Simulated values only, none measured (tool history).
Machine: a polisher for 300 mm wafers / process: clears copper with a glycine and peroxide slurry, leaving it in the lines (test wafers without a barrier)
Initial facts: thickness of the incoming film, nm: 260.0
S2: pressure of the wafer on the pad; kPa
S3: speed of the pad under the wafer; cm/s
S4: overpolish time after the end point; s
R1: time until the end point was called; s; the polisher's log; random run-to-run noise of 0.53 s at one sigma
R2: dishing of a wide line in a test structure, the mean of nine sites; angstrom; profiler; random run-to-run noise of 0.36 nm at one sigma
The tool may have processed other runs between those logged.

run 1 hour=0.0 | flow_of_slurry_(ml/min)=290 S2=13.8 S3=76 S4=11 | R1=67.127 R2=254.05
run 2 hour=7.0 | flow_of_slurry_(ml/min)=290 S2=13.8 S3=76 S4=9 | R1=67.486 R2=220.42
run 3 hour=11.0 | flow_of_slurry_(ml/min)=290 S2=11.7 S3=76 S4=9 | R1=76.094 R2=186.84
run 4 hour=13.1 | flow_of_slurry_(ml/min)=290 S2=11.7 S3=70 S4=9 | R1=79.672 R2=188.31
run 5 hour=14.0 | flow_of_slurry_(ml/min)=290 S2=13.8 S3=74 S4=8 | R1=67.662 R2=187.91
run 6 hour=19.2 | flow_of_slurry_(ml/min)=315 S2=13.8 S3=74 S4=8 | R1=67.722 R2=194.07
run 7 hour=20.1 | flow_of_slurry_(ml/min)=315 S2=15.2 S3=76 S4=7 | R1=64.208 R2=184.85
run 8 hour=27.9 | flow_of_slurry_(ml/min)=315 S2=16.5 S3=78 S4=7 | R1=57.723 R2=199.35

Run 9 has not been measured yet. What should we expect?
-- hour=29.6 worn pad replaced by a new one
run 9 hour=29.6 | flow_of_slurry_(ml/min)=315 S2=17.2 S3=78 S4=7 | R1=? R2=?

Run 9 produced R1 50.517 s, R2 215.41 angstrom.
